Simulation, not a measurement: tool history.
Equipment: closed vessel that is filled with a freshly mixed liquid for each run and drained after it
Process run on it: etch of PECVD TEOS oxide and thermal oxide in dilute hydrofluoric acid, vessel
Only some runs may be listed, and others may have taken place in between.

| run | day | temperature setpoint of the liquid (C) | parts of water to one part of 49 % hydrofluoric acid (parts by volume) | time in the liquid (s) | thickness taken off the PECVD TEOS oxide on a monitor wafer (nm) | thickness taken off the thermal oxide on a monitor wafer (nm) |
|---|---|---|---|---|---|---|
| 1 | 0 | 21 | 110 | 355 | 58.141 | 15.301 |
| 2 | 0.279 | 21 | 75 | 355 | 88.242 | 23.291 |
| 3 | 0.317 | 20.5 | 85 | 355 | 74.939 | 20.037 |
| 4 | 0.354 | 18.5 | 85 | 355 | 68.747 | 18.348 |
| 5 | 0.383 | 18.5 | 55 | 355 | 109.62 | 29.483 |
| 6 | 0.442 | 22 | 55 | 355 | 126.61 | 34.042 |
| 7 | 0.804 | 21.5 | 65 | 355 | 104.87 | 28.012 |
| 8 | 1.15 | 21 | 75 | 355 | 89.314 | 23.31 |
| 9 | 1.408 | 20.5 | 85 | 355 | 74.597 | 19.905 |
| 10 | 1.638 | 20 | 90 | 355 | 69.266 | 18.227 |
| 11 | 1.721 | 19.5 | 95 | 355 | 63.554 | 16.997 |
| 12 | 1.796 | 19 | 100 | 355 | 58.878 | 15.705 |
| 13 | 2.108 | 17 | 145 | 355 | 35.96 | 9.4668 |
| 14 | 2.442 | 17 | 155 | 355 | 32.945 | 8.793 |

What does the tool deliver on the next run?
| 15 | 2.542 | 17 | 155 | 355 | ? | ? |

{"run 15": {"thickness taken off the PECVD TEOS oxide on a monitor wafer (nm)": 33.103, "thickness taken off the thermal oxide on a monitor wafer (nm)": 8.8373}}
